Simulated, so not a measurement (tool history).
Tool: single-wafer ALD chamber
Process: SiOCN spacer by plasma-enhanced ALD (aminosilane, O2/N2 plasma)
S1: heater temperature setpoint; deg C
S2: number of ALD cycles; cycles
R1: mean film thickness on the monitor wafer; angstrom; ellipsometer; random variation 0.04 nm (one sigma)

run 1 day=0 | S1=425 S2=104 | R1=62.635
run 2 day=0.371 | S1=425 S2=96 | R1=57.821
run 3 day=0.542 | S1=425 S2=108 | R1=64.188
run 4 day=0.7 | S1=421 S2=108 | R1=65.289
run 5 day=0.962 | S1=419 S2=111 | R1=67.858
run 6 day=1.15 | S1=419 S2=100 | R1=60.931
run 7 day=1.317 | S1=417 S2=104 | R1=64.13
run 8 day=1.388 | S1=415 S2=107 | R1=66.052
run 9 day=1.438 | S1=414 S2=110 | R1=68.251
run 10 day=1.708 | S1=413 S2=112 | R1=69.789
run 11 day=1.912 | S1=412 S2=114 | R1=71.74
run 12 day=2.242 | S1=411 S2=116 | R1=72.558

Run 13 is up next; what results do you expect?
run 13 day=2.588 | S1=410 S2=118 | R1=?

For run 13 the tool returned R1 74.386 angstrom.

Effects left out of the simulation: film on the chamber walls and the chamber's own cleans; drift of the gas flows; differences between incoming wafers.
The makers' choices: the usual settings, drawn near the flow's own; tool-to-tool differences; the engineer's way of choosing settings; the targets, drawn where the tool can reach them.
